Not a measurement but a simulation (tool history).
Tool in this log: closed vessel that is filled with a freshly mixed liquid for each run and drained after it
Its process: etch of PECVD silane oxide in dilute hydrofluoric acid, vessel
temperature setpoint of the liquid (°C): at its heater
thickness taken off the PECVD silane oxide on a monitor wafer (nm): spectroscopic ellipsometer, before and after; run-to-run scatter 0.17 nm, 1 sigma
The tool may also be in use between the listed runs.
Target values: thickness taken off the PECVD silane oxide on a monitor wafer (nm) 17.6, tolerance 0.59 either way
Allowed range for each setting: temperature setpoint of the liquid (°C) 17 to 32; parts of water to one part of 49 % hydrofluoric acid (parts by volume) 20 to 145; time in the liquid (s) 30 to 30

run	hour	temperature setpoint of the liquid (°C)	parts of water to one part of 49 % hydrofluoric acid (parts by volume)	time in the liquid (s)	thickness taken off the PECVD silane oxide on a monitor wafer (nm)
1	0	24	80	30	9.4511
2	7.8	26	75	30	11.097
3	15.1	26	100	30	8.0449
4	17.1	27.5	90	30	9.4951
5	19.9	27.5	90	30	9.5406
6	27.5	27.5	80	30	11.032
7	34.5	28.5	75	30	12.237
8	37	29.5	70	30	13.856
9	41.3	30	65	30	15.323

Exactly one of the 5 candidate moves below puts every result within its allowed miss. Which one?
A	45.6	31.5	70	30	?
B	45.6	28.5	75	30	?
C	45.6	27	55	30	?
D	45.6	31.5	60	30	?
E	45.6	27.5	65	30	?

move	thickness taken off the PECVD silane oxide on a monitor wafer (nm)
A	14.986
B	12.372
C	16.361
D	17.758
E	13.923
A: further off than the last run
B: further off than the last run
C: closer than the last run, but not yet in spec
D: all results in spec
E: further off than the last run
Correct choice: D, which meets every target

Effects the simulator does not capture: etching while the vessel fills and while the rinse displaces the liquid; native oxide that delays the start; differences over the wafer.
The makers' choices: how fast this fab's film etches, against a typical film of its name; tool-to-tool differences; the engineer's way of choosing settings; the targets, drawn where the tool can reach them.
